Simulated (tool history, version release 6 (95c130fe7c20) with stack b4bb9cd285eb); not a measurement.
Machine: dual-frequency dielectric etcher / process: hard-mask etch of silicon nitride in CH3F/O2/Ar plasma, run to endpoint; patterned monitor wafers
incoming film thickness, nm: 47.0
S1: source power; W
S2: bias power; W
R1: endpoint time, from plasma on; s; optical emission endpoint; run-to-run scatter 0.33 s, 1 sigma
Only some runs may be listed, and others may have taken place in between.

run 1 hour=0 | S1=460 S2=80 | R1=64.929
run 2 hour=7.4 | S1=460 S2=71 | R1=67.213
run 3 hour=9.8 | S1=420 S2=71 | R1=70.227
run 4 hour=17.3 | S1=420 S2=84 | R1=67.198
run 5 hour=20.9 | S1=420 S2=77 | R1=68.735
run 6 hour=23.2 | S1=340 S2=77 | R1=77.552

What will run 7 give?
run 7 hour=26.7 | S1=340 S2=77 | R1=?

R1: 77.513 s

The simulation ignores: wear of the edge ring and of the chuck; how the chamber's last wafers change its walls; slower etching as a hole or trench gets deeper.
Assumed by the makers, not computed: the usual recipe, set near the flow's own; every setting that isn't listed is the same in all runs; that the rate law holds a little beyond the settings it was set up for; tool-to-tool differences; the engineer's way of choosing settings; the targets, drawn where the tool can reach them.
